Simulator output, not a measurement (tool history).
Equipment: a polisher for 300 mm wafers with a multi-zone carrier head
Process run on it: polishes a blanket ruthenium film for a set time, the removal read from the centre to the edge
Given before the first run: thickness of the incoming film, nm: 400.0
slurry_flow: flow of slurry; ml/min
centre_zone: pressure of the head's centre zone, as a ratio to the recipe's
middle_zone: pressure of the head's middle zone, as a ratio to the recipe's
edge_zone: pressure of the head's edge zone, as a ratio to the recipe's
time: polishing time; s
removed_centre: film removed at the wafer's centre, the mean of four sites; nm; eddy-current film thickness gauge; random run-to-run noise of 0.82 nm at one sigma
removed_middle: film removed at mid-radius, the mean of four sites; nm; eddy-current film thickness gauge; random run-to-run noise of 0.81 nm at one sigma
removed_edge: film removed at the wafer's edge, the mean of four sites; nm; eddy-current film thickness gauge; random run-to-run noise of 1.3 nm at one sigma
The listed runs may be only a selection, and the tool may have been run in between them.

{"run": 1, "hour": 0.0, "slurry_flow": 255, "centre_zone": 1.0, "middle_zone": 1.0, "edge_zone": 1.0, "time": 64, "removed_centre": 90.488, "removed_middle": 87.883, "removed_edge": 90.815}
{"run": 2, "hour": 7.1, "slurry_flow": 290, "centre_zone": 1.0, "middle_zone": 1.0, "edge_zone": 1.0, "time": 64, "removed_centre": 90.505, "removed_middle": 91.036, "removed_edge": 91.239}
{"run": 3, "hour": 10.6, "slurry_flow": 290, "centre_zone": 1.03, "middle_zone": 1.0, "edge_zone": 1.03, "time": 66, "removed_centre": 98.463, "removed_middle": 92.173, "removed_edge": 96.021}
{"run": 4, "hour": 19.2, "slurry_flow": 290, "centre_zone": 1.11, "middle_zone": 1.0, "edge_zone": 1.03, "time": 66, "removed_centre": 105.14, "removed_middle": 93.747, "removed_edge": 95.988}
{"run": 5, "hour": 21.1, "slurry_flow": 290, "centre_zone": 1.11, "middle_zone": 1.0, "edge_zone": 1.03, "time": 80, "removed_centre": 128.69, "removed_middle": 112.5, "removed_edge": 115.5}
{"run": 6, "hour": 26.9, "slurry_flow": 290, "centre_zone": 1.11, "middle_zone": 1.0, "edge_zone": 1.03, "time": 92, "removed_centre": 146.0, "removed_middle": 130.67, "removed_edge": 132.59}

Run 7 has not been measured yet. What should we expect?
{"run": 7, "hour": 34.4, "slurry_flow": 280, "centre_zone": 1.09, "middle_zone": 0.97, "edge_zone": 1.0, "time": 91, "removed_centre": "?", "removed_middle": "?", "removed_edge": "?"}

Run 7 yielded removed_centre 140.950 nm, removed_middle 125.320 nm, removed_edge 128.300 nm.
